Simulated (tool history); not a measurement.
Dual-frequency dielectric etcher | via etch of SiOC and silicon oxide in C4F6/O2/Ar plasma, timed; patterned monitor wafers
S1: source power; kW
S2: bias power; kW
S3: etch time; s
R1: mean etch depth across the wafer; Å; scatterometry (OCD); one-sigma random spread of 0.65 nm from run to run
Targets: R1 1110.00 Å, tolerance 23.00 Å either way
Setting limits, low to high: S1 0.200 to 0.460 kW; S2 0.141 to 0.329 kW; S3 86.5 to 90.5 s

| run | day | S1 | S2 | S3 | R1 |
|---|---|---|---|---|---|
| 1 | 0.000 | 0.330 | 0.235 | 86.5 | 976.10 |
| 2 | 0.192 | 0.340 | 0.238 | 86.5 | 988.17 |
| 3 | 0.354 | 0.390 | 0.238 | 86.5 | 1041.50 |
| 4 | 0.625 | 0.400 | 0.240 | 86.5 | 1039.40 |
| 5 | 0.779 | 0.410 | 0.244 | 86.5 | 1051.00 |
| 6 | 0.858 | 0.410 | 0.244 | 86.5 | 1059.70 |
| 7 | 1.088 | 0.420 | 0.246 | 86.5 | 1068.90 |
| 8 | 1.296 | 0.420 | 0.248 | 86.5 | 1072.40 |
| 9 | 1.604 | 0.420 | 0.249 | 86.5 | 1080.50 |

Which of these 4 next moves meets every target?
| A | 1.912 | 0.410 | 0.248 | 86.5 | ? |
| B | 1.912 | 0.410 | 0.250 | 89.5 | ? |
| C | 1.912 | 0.370 | 0.241 | 90.5 | ? |
| D | 1.912 | 0.460 | 0.268 | 88.5 | ? |

| move | R1 |
|---|---|
| A | 1064.00 |
| B | 1105.00 |
| C | 1061.30 |
| D | 1173.20 |
A: moves away from the targets compared with the last run
B: meets every target
C: moves away from the targets compared with the last run
D: carries the result that was furthest off beyond its target, to the other side
Correct choice: B, which meets every target
